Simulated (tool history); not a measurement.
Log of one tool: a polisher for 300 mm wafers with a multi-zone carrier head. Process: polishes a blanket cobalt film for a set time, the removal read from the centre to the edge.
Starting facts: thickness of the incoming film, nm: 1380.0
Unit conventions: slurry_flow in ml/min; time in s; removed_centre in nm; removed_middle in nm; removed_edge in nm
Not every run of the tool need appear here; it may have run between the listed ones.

| run | hour | slurry_flow | centre_zone | middle_zone | edge_zone | time | removed_centre | removed_middle | removed_edge |
|---|---|---|---|---|---|---|---|---|---|
| 1 | 0.0 | 300 | 1.00 | 1.00 | 1.00 | 85 | 522.21 | 517.85 | 506.65 |
| 2 | 6.5 | 300 | 0.99 | 0.99 | 0.99 | 83 | 497.16 | 510.73 | 516.87 |
| 3 | 8.9 | 345 | 0.99 | 0.99 | 0.99 | 83 | 503.77 | 521.99 | 505.13 |
| 4 | 13.5 | 345 | 0.99 | 0.98 | 0.99 | 81 | 483.64 | 488.48 | 497.64 |
|  | 19.8 | edge zone pressure recalibrated |
| 5 | 19.8 | 345 | 0.99 | 0.98 | 0.99 | 79 | 490.50 | 488.23 | 502.32 |
| 6 | 22.2 | 345 | 0.99 | 0.91 | 0.99 | 79 | 482.81 | 466.42 | 497.28 |
| 7 | 27.6 | 345 | 0.99 | 0.91 | 0.98 | 77 | 475.80 | 456.84 | 474.40 |

What will run 8 give?
| 8 | 35.6 | 345 | 0.98 | 0.90 | 0.97 | 76 | ? | ? | ? |

{"run 8": {"removed_centre": 468.27, "removed_middle": 447.62, "removed_edge": 469.86}}

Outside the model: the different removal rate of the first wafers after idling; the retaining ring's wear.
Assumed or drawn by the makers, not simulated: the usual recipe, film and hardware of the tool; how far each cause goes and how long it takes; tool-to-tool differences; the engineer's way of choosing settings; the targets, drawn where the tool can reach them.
